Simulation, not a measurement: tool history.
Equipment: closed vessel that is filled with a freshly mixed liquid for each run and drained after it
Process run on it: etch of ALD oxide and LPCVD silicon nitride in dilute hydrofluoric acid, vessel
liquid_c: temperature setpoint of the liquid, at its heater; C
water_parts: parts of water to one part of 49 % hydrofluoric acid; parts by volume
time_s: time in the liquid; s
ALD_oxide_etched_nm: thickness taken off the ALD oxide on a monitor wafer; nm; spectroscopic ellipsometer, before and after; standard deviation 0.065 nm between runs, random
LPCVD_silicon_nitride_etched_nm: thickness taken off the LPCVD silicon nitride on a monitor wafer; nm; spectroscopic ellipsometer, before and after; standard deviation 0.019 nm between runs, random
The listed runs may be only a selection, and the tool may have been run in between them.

run  hour  liquid_c  water_parts  time_s  ALD_oxide_etched_nm  LPCVD_silicon_nitride_etched_nm
  1   0.0      22.0          125     130               23.026                          0.43404
  2   3.4      21.5          130     130               21.842                          0.39196
  3   5.7      21.5          130     150               25.309                          0.42187
  4   7.9      18.0          130     150               21.891                          0.35127
  5  15.3      18.0          160     150               17.209                          0.31536
  6  23.2      18.0          140     150               20.180                          0.33694

Run 7 is up next; what results do you expect?
  7  26.1      18.0          150     150                    ?                                ?

ALD_oxide_etched_nm: 18.527 nm
LPCVD_silicon_nitride_etched_nm: 0.30682 nm
